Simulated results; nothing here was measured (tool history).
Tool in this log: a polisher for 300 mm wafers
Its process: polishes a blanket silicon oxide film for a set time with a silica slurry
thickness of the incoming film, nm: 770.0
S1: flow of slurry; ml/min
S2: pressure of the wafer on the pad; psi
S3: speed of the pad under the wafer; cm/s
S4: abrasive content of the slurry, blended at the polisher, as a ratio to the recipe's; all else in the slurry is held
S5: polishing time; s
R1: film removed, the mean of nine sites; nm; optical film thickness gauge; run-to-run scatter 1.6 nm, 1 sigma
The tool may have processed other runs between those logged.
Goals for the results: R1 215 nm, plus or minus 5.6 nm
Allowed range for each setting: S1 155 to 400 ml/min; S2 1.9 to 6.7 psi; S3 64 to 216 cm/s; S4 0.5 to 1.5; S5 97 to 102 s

run  hour   S1   S2   S3  S4  S5      R1
  1     0  255  4.3  140   1  97   354.2
  2   8.5  300  4.3  140   1  97  365.76
  3  11.8  300  4.7  140   1  97  387.94
  4  17.4  300  4.2  138   1  97  357.32
  5  22.5  290  3.8  136   1  97  314.55
  6  30.8  290  3.8  106   1  97   261.7
  7  36.8  270  2.8  106   1  97  202.13
  8  45.7  275  2.8  106   1  97  204.37
  9  52.9  280  2.8  106   1  97  204.83

4 next moves are on the table. One of them brings every result within its allowed miss. Which?
  A  60.1  265  3.1   96  1.05   97   ?
  B  60.1  280  2.9  100  0.95   98   ?
  C  60.1  315    3   88  1.05  102   ?
  D  60.1  260  3.9   78     1  102   ?

move      R1
   A  207.42
   B  197.69
   C  201.68
   D  217.41
A: gains on the last run, yet a result remains outside its allowed miss
B: its largest miss is bigger than the last run's
C: its largest miss is bigger than the last run's
D: all results land within tolerance of their targets
Correct choice: D, which meets every target

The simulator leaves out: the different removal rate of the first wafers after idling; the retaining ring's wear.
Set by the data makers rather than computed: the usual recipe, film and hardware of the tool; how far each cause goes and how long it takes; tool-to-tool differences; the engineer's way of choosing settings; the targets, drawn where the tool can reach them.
